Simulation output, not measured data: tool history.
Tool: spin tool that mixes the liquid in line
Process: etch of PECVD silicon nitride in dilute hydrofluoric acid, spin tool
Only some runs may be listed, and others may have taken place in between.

| run | hour | temperature setpoint of the liquid (K) | parts of water to one part of 49 % hydrofluoric acid (parts by volume) | time under the liquid (s) | thickness taken off the PECVD silicon nitride on a monitor wafer (angstrom) |
|---|---|---|---|---|---|
| 1 | 0 | 297.15 | 105 | 100 | 40.448 |
| 2 | 4.6 | 299.15 | 105 | 100 | 45.468 |
| 3 | 9.1 | 299.15 | 105 | 100 | 45.814 |
| 4 | 10.8 | 297.65 | 105 | 100 | 41.816 |
| 5 | 18.5 | 297.65 | 75 | 100 | 58.138 |
| 6 | 21.8 | 297.65 | 75 | 100 | 57.854 |
| 7 | 26.8 | 296.15 | 80 | 100 | 48.643 |

What does the tool deliver on the next run?
| 8 | 31.9 | 295.15 | 85 | 100 | ? |

thickness taken off the PECVD silicon nitride on a monitor wafer (angstrom): 43.045
